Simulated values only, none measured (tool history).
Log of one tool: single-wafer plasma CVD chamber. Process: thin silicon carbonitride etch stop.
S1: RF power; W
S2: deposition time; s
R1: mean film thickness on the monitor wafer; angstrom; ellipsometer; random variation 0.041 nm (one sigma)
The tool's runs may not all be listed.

run  hour   S1    S2      R1
  1     0  270  9.06  57.768
  2   8.4  245  9.06  56.434
  3  14.2  250  9.38   58.23
  4  18.1  280  9.38  59.722
  5  21.6  285  9.68  62.005
  6  24.2  255  9.68  61.173
  7  29.8  255   9.9  62.213

Forecast run 8:
     34.3  -- RF generator calibrated
  8  34.3  260  10.1   ?

{"run 8": {"R1": 64.148}}
